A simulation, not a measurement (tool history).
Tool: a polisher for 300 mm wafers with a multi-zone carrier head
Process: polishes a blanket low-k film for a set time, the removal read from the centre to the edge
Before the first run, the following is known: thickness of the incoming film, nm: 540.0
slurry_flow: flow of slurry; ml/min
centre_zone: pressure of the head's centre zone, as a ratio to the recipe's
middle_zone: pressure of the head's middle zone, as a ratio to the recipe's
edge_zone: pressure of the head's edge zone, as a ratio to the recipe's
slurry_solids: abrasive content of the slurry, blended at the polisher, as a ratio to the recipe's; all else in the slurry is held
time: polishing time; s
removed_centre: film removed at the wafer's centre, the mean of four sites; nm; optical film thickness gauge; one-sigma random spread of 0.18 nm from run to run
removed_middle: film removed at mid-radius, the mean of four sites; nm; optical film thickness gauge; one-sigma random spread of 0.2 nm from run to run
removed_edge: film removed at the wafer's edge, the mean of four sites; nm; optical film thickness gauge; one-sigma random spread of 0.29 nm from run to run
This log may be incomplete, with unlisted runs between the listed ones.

| run | day | slurry_flow | centre_zone | middle_zone | edge_zone | slurry_solids | time | removed_centre | removed_middle | removed_edge |
|---|---|---|---|---|---|---|---|---|---|---|
| 1 | 0 | 310 | 1 | 1 | 1 | 1 | 66 | 29.583 | 30.658 | 30.01 |
| 2 | 0.262 | 310 | 1 | 1 | 1.05 | 1 | 66 | 29.236 | 30.789 | 30.788 |
| 3 | 0.425 | 310 | 1 | 1 | 1 | 1 | 66 | 29.438 | 30.852 | 29.756 |
| 4 | 0.717 | 310 | 1 | 1 | 1 | 1 | 77 | 33.805 | 35.943 | 35.205 |
| 5 | 0.904 | 310 | 1 | 0.94 | 1 | 1 | 77 | 33.75 | 34.023 | 35.478 |
| 6 | 1.229 | 310 | 0.98 | 0.94 | 0.97 | 0.85 | 72 | 29.065 | 29.169 | 30.261 |

Run 7 has not been measured yet. What should we expect?
| 7 | 1.35 | 310 | 0.96 | 0.95 | 0.94 | 0.75 | 68 | ? | ? | ? |

Logged for run 7: removed_centre 24.476 nm, removed_middle 26.213 nm, removed_edge 26.488 nm.
